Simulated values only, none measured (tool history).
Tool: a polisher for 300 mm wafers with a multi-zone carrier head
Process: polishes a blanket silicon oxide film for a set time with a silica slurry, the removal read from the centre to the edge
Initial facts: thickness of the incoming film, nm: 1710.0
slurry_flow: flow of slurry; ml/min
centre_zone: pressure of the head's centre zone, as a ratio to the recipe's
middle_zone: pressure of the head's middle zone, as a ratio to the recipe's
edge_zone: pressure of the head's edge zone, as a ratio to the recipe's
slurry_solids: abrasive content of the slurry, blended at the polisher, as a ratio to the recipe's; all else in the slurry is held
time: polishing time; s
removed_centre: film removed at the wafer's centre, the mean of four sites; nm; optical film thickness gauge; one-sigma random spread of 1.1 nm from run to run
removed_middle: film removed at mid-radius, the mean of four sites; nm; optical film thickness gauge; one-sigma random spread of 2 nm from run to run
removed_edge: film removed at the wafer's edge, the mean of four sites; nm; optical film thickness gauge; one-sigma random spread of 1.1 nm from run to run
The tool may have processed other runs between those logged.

Run 1, hour 0.0: slurry_flow 200 ml/min, centre_zone 1.00, middle_zone 1.00, edge_zone 1.00, slurry_solids 1.00, time 82 s. Result: removed_centre 252.24 nm, removed_middle 248.60 nm, removed_edge 256.44 nm.
Run 2, hour 5.3: slurry_flow 200 ml/min, centre_zone 1.00, middle_zone 1.00, edge_zone 1.00, slurry_solids 1.00, time 64 s. Result: removed_centre 198.97 nm, removed_middle 191.15 nm, removed_edge 200.14 nm.
Run 3, hour 10.5: slurry_flow 200 ml/min, centre_zone 1.00, middle_zone 1.00, edge_zone 1.00, slurry_solids 1.00, time 78 s. Result: removed_centre 237.41 nm, removed_middle 232.48 nm, removed_edge 243.87 nm.
Run 4, hour 18.4: slurry_flow 200 ml/min, centre_zone 1.00, middle_zone 1.00, edge_zone 0.97, slurry_solids 1.00, time 78 s. Result: removed_centre 240.54 nm, removed_middle 240.27 nm, removed_edge 245.08 nm.
Run 5, hour 19.0: slurry_flow 200 ml/min, centre_zone 1.00, middle_zone 1.01, edge_zone 0.97, slurry_solids 0.95, time 75 s. Result: removed_centre 227.80 nm, removed_middle 218.95 nm, removed_edge 228.10 nm.
Run 6, hour 23.0: slurry_flow 200 ml/min, centre_zone 0.98, middle_zone 1.03, edge_zone 0.95, slurry_solids 0.90, time 72 s. Result: removed_centre 209.00 nm, removed_middle 214.61 nm, removed_edge 213.12 nm.
Run 7, hour 24.5: slurry_flow 200 ml/min, centre_zone 0.97, middle_zone 1.03, edge_zone 0.94, slurry_solids 0.85, time 70 s. Result: removed_centre 195.75 nm, removed_middle 204.50 nm, removed_edge 198.19 nm.
Run 8, hour 29.4: slurry_flow 200 ml/min, centre_zone 0.96, middle_zone 1.02, edge_zone 0.93, slurry_solids 0.80, time 69 s. Result: removed_centre 185.26 nm, removed_middle 193.54 nm, removed_edge 191.12 nm.
Run 9, hour 34.1: slurry_flow 200 ml/min, centre_zone 0.96, middle_zone 1.02, edge_zone 0.92, slurry_solids 0.75, time 68 s. Result: removed_centre 178.24 nm, removed_middle 182.16 nm, removed_edge 181.35 nm.

Estimate the outcome of run 10 from the log above:
Run 10, hour 36.5: slurry_flow 200 ml/min, centre_zone 0.96, middle_zone 1.02, edge_zone 0.92, slurry_solids 0.75, time 68 s. Result: removed_centre ?, removed_middle ?, removed_edge ?.

{"run 10": {"removed_centre": 174.41, "removed_middle": 183.3, "removed_edge": 180.18}}

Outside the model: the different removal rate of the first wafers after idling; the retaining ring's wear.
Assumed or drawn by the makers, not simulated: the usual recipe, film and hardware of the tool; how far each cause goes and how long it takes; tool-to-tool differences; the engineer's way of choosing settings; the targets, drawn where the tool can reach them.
